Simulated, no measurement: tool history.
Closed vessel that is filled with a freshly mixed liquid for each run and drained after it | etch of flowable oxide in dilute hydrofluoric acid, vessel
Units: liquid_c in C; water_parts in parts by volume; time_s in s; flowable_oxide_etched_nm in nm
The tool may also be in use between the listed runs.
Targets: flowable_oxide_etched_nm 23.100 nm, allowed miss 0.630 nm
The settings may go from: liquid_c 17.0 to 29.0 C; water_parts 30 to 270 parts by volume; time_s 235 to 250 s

Run 1, day 0.000: liquid_c 21.0 C, water_parts 150 parts by volume, time_s 235 s. Result: flowable_oxide_etched_nm 35.941 nm.
Run 2, day 0.246: liquid_c 20.0 C, water_parts 160 parts by volume, time_s 235 s. Result: flowable_oxide_etched_nm 32.295 nm.
Run 3, day 0.417: liquid_c 19.5 C, water_parts 165 parts by volume, time_s 235 s. Result: flowable_oxide_etched_nm 30.241 nm.
Run 4, day 0.700: liquid_c 19.0 C, water_parts 170 parts by volume, time_s 235 s. Result: flowable_oxide_etched_nm 28.423 nm.
Run 5, day 0.779: liquid_c 19.0 C, water_parts 150 parts by volume, time_s 235 s. Result: flowable_oxide_etched_nm 32.574 nm.
Run 6, day 0.917: liquid_c 19.0 C, water_parts 190 parts by volume, time_s 235 s. Result: flowable_oxide_etched_nm 25.008 nm.
Run 7, day 1.025: liquid_c 18.5 C, water_parts 190 parts by volume, time_s 235 s. Result: flowable_oxide_etched_nm 24.517 nm.
Run 8, day 1.375: liquid_c 18.0 C, water_parts 190 parts by volume, time_s 235 s. Result: flowable_oxide_etched_nm 24.170 nm.

Which of these 4 next moves meets every target?
Run A, day 1.725: liquid_c 18.5 C, water_parts 220 parts by volume, time_s 250 s. Result: flowable_oxide_etched_nm ?.
Run B, day 1.725: liquid_c 17.0 C, water_parts 185 parts by volume, time_s 250 s. Result: flowable_oxide_etched_nm ?.
Run C, day 1.725: liquid_c 17.0 C, water_parts 195 parts by volume, time_s 240 s. Result: flowable_oxide_etched_nm ?.
Run D, day 1.725: liquid_c 17.5 C, water_parts 180 parts by volume, time_s 235 s. Result: flowable_oxide_etched_nm ?.

move  flowable_oxide_etched_nm
   A                    21.626
   B                    25.039
   C                    22.595
   D                    24.798
A: takes the result that was furthest off past its target
B: further off than the last run
C: meets every target
D: further off than the last run
The right move is C.
